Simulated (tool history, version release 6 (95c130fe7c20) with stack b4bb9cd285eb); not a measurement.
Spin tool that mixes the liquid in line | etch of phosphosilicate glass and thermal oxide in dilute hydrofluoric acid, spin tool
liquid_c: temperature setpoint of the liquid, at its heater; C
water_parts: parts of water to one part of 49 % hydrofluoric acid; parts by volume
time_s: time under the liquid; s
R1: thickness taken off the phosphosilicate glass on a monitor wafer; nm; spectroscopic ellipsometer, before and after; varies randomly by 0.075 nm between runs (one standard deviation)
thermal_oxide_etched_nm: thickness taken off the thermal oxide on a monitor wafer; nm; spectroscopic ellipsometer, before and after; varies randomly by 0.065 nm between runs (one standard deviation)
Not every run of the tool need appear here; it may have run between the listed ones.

run 1 hour=0.0 | liquid_c=25.0 water_parts=240 time_s=35 | R1=11.962 thermal_oxide_etched_nm=0.57261
run 2 hour=6.8 | liquid_c=27.0 water_parts=220 time_s=35 | R1=14.360 thermal_oxide_etched_nm=0.69495
run 3 hour=14.2 | liquid_c=27.0 water_parts=220 time_s=45 | R1=18.433 thermal_oxide_etched_nm=0.86407
run 4 hour=23.0 | liquid_c=28.5 water_parts=215 time_s=45 | R1=19.938 thermal_oxide_etched_nm=0.88268
run 5 hour=27.1 | liquid_c=29.5 water_parts=210 time_s=45 | R1=21.483 thermal_oxide_etched_nm=1.01650
run 6 hour=32.2 | liquid_c=29.5 water_parts=210 time_s=35 | R1=16.649 thermal_oxide_etched_nm=0.80464
run 7 hour=35.3 | liquid_c=30.5 water_parts=200 time_s=35 | R1=18.219 thermal_oxide_etched_nm=0.84988
run 8 hour=41.3 | liquid_c=31.0 water_parts=190 time_s=35 | R1=19.909 thermal_oxide_etched_nm=0.97133
run 9 hour=47.8 | liquid_c=31.5 water_parts=185 time_s=35 | R1=20.769 thermal_oxide_etched_nm=1.08730
run 10 hour=51.5 | liquid_c=31.5 water_parts=185 time_s=35 | R1=20.817 thermal_oxide_etched_nm=0.99526

Predict the results of run 11:
run 11 hour=53.0 | liquid_c=31.5 water_parts=185 time_s=35 | R1=? thermal_oxide_etched_nm=?

{"run 11": {"R1": 20.886, "thermal_oxide_etched_nm": 0.9962}}

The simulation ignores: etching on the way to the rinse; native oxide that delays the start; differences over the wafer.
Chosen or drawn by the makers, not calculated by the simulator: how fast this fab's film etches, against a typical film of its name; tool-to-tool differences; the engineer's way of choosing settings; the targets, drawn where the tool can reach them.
